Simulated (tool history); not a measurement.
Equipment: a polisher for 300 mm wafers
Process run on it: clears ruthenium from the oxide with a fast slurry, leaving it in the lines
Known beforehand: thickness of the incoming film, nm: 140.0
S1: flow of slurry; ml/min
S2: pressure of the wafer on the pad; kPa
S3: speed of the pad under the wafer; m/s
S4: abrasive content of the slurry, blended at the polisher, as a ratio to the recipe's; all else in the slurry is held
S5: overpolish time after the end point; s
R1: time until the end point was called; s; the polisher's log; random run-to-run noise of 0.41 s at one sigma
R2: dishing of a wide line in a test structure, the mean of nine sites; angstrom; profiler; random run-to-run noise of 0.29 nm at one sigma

run 1 hour=0 | S1=300 S2=20 S3=1.12 S4=1 S5=12 | R1=37.059 R2=411.78
run 2 hour=3.4 | S1=300 S2=24.8 S3=1.12 S4=1 S5=12 | R1=31.19 R2=488.48
run 3 hour=4 | S1=250 S2=24.8 S3=1.12 S4=1 S5=12 | R1=30.535 R2=480.31
run 4 hour=7.3 | S1=230 S2=23.4 S3=1.16 S4=1 S5=10 | R1=31.71 R2=404.01
run 5 hour=13.9 | S1=215 S2=22.8 S3=1.12 S4=1.05 S5=8 | R1=31.793 R2=320.27
run 6 hour=19.8 | S1=205 S2=22.1 S3=1.06 S4=1.2 S5=7 | R1=33.932 R2=282.65
run 7 hour=25.2 | S1=200 S2=22.8 S3=1.06 S4=1.2 S5=6 | R1=32.406 R2=248.37
run 8 hour=25.9 | S1=195 S2=24.8 S3=0.96 S4=1.3 S5=5 | R1=31.885 R2=206.69

Run 9, settings as shown, results not yet in. Your forecast:
run 9 hour=34.8 | S1=195 S2=25.5 S3=0.96 S4=1.35 S5=5 | R1=? R2=?

R1: 31.2 s
R2: 205.95 angstrom

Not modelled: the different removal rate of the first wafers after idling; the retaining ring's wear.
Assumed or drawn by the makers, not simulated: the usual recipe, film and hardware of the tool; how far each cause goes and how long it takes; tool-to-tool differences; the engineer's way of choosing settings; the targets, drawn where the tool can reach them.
